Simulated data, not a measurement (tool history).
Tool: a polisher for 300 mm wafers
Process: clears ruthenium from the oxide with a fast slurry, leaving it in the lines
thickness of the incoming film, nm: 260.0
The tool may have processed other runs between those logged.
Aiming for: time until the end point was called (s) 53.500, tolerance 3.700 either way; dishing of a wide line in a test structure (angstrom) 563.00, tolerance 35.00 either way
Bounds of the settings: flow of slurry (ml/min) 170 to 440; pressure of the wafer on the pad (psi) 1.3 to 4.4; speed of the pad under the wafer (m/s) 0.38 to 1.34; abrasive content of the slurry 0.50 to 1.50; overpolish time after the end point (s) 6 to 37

run  hour  flow of slurry (ml/min)  pressure of the wafer on the pad (psi)  speed of the pad under the wafer (m/s)  abrasive content of the slurry  overpolish time after the end point (s)  time until the end point was called (s)  dishing of a wide line in a test structure (angstrom)
  1   0.0                      280                                     2.8                                    0.86                            1.00                                       19                                   89.491                                                 418.17
  2   6.5                      280                                     2.8                                    0.98                            1.00                                       19                                   83.406                                                 477.01
  3   7.6                      280                                     2.1                                    0.98                            1.00                                       19                                  104.830                                                 390.04
  4  11.7                      280                                     2.1                                    0.80                            1.00                                       19                                  121.890                                                 325.26
  5  12.8                      280                                     2.1                                    0.62                            1.00                                       19                                  158.460                                                 260.53
  6  16.0                      280                                     2.1                                    0.62                            1.00                                       26                                  155.030                                                 348.71
  7  23.4                      280                                     2.4                                    0.66                            1.00                                       24                                  128.410                                                 356.95
  8  28.3                      280                                     2.7                                    0.68                            1.00                                       23                                  119.890                                                 405.73
  9  37.3                      280                                     2.9                                    0.72                            1.00                                       21                                  104.610                                                 404.67
 10  40.3                      280                                     2.9                                    0.72                            1.00                                       21                                  110.030                                                 388.53
 11  41.9                      280                                     2.9                                    0.72                            1.00                                       21                                  105.750                                                 404.87
 12  47.8                      280                                     3.1                                    0.74                            1.00                                       20                                   95.113                                                 429.88
 13  49.9                      280                                     3.3                                    0.76                            1.00                                       19                                   90.944                                                 426.71
 14  56.2                      285                                     4.1                                    1.00                            1.05                                       15                                   57.474                                                 511.51

Which single option among these 5 for the next run brings every result within its allowed miss of target? Just one does.
  A  62.5                      305                                     3.7                                    0.96                            1.00                                       21                                        ?                                                      ?
  B  62.5                      245                                     4.4                                    0.98                            1.10                                       14                                        ?                                                      ?
  C  62.5                      205                                     4.4                                    1.08                            1.10                                       12                                        ?                                                      ?
  D  62.5                      195                                     4.4                                    0.98                            1.10                                       16                                        ?                                                      ?
  E  62.5                      315                                     3.8                                    1.00                            0.95                                       18                                        ?                                                      ?

move  time until the end point was called (s)  dishing of a wide line in a test structure (angstrom)
   A                                   66.446                                                 593.71
   B                                   54.887                                                 501.72
   C                                   50.486                                                 473.79
   D                                   55.676                                                 551.60
   E                                   63.629                                                 544.83
A: brings the result that was furthest off to its target, and leaves another outside
B: lands further from the targets than the last run did
C: lands further from the targets than the last run did
D: each result inside its tolerance
E: brings the result that was furthest off to its target, and leaves another outside
Answer: D
